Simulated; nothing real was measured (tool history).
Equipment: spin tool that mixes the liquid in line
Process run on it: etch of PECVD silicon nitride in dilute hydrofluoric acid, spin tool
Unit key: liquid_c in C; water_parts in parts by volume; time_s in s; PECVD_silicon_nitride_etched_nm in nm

| run | hour | liquid_c | water_parts | time_s | PECVD_silicon_nitride_etched_nm |
|---|---|---|---|---|---|
| 1 | 0.0 | 24.0 | 50 | 100 | 3.7824 |
| 2 | 0.7 | 25.5 | 50 | 100 | 4.1882 |
| 3 | 7.1 | 27.5 | 50 | 100 | 4.7499 |
| 4 | 8.2 | 28.5 | 50 | 100 | 5.0672 |
| 5 | 15.3 | 29.0 | 50 | 100 | 5.2812 |
| 6 | 18.7 | 29.5 | 50 | 100 | 5.4771 |
| 7 | 27.5 | 30.0 | 50 | 100 | 5.5507 |

Expected results for the next run?
| 8 | 36.1 | 30.5 | 50 | 100 | ? |

Run 8 gave PECVD_silicon_nitride_etched_nm 5.7942 nm.
